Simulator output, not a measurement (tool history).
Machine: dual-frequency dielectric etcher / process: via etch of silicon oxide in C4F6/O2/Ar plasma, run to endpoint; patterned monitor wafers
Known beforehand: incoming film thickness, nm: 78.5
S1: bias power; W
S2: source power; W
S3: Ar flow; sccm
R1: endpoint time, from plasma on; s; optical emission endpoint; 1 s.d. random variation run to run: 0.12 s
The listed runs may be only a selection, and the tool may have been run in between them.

run    day   S1   S2   S3      R1
  1      0  436  350  386  19.606
  2  0.058  436  350  436  19.506
  3  0.242  436  410  436  18.106
  4  0.288  459  420  436  17.556
  5  0.446  459  450  436  17.189
  6  0.521  474  460  436  16.544

Run 7 has not been measured yet. What should we expect?
  7  0.779  481  460  436   ?

Run 7 gave R1 16.45 s.
